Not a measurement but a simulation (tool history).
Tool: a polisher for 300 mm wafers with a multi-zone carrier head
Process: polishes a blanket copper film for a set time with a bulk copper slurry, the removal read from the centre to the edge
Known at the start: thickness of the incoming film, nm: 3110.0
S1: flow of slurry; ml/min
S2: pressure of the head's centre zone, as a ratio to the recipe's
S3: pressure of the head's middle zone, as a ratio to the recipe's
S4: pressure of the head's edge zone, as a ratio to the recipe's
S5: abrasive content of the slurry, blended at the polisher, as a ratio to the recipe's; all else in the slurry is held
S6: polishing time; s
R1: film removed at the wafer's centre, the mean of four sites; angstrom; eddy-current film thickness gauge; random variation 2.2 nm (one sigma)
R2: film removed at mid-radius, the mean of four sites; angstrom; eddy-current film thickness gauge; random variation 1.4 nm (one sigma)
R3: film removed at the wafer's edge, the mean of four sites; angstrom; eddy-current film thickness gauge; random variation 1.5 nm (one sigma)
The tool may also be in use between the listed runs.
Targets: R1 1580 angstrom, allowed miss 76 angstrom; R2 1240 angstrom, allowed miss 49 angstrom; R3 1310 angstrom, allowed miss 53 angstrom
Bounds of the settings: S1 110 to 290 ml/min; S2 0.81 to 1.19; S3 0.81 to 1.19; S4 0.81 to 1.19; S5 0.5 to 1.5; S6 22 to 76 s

run 1 hour=0 | S1=185 S2=1 S3=1 S4=1 S5=1 S6=49 | R1=2225.6 R2=2133 R3=2141
run 2 hour=3.7 | S1=185 S2=1.01 S3=0.98 S4=0.99 S5=0.95 S6=47 | R1=2053.6 R2=2037.1 R3=1996
run 3 hour=11.9 | S1=185 S2=1.03 S3=0.96 S4=0.99 S5=1 S6=44 | R1=2015.7 R2=1853.5 R3=1913.5
run 4 hour=19.1 | S1=185 S2=1.03 S3=1.04 S4=0.99 S5=1 S6=44 | R1=1972.4 R2=2038.5 R3=1917.9
run 5 hour=27.9 | S1=185 S2=1.03 S3=1.04 S4=0.99 S5=0.8 S6=44 | R1=1916.8 R2=1910.2 R3=1753.1
run 6 hour=30.9 | S1=180 S2=1.03 S3=1.01 S4=0.99 S5=0.75 S6=43 | R1=1837.5 R2=1788.1 R3=1727.9
run 7 hour=37 | S1=180 S2=1.04 S3=0.99 S4=0.98 S5=0.7 S6=42 | R1=1767.7 R2=1663.1 R3=1648.3
run 8 hour=43.7 | S1=180 S2=1.05 S3=0.98 S4=0.97 S5=0.65 S6=41 | R1=1709.3 R2=1552.2 R3=1567.8
run 9 hour=47.4 | S1=180 S2=1.06 S3=0.97 S4=0.95 S5=0.65 S6=41 | R1=1749.5 R2=1575.3 R3=1555.9
run 10 hour=54 | S1=180 S2=1.06 S3=0.96 S4=0.94 S5=0.65 S6=41 | R1=1721.4 R2=1539.7 R3=1524.3
run 11 hour=56.4 | S1=175 S2=1.06 S3=0.94 S4=0.93 S5=0.65 S6=41 | R1=1705 R2=1496.2 R3=1517.1

Which of these 4 next moves meets every target?
run A hour=58.8 | S1=180 S2=1.06 S3=0.97 S4=0.83 S5=0.55 S6=37 | R1=? R2=? R3=?
run B hour=58.8 | S1=190 S2=1.01 S3=0.99 S4=0.9 S5=0.75 S6=50 | R1=? R2=? R3=?
run C hour=58.8 | S1=170 S2=1.16 S3=1 S4=0.84 S5=0.55 S6=35 | R1=? R2=? R3=?
run D hour=58.8 | S1=145 S2=1.15 S3=0.89 S4=0.92 S5=0.55 S6=38 | R1=? R2=? R3=?

move=A R1=1482.6 R2=1359.5 R3=1225.7
move=B R1=2087.8 R2=2043.4 R3=1874.2
move=C R1=1524.5 R2=1309.9 R3=1159.4
move=D R1=1604.1 R2=1265.1 R3=1295.3
A: nearer than the last run, and not there yet
B: further off than the last run
C: nearer than the last run, and not there yet
D: meets every target
Answer: D

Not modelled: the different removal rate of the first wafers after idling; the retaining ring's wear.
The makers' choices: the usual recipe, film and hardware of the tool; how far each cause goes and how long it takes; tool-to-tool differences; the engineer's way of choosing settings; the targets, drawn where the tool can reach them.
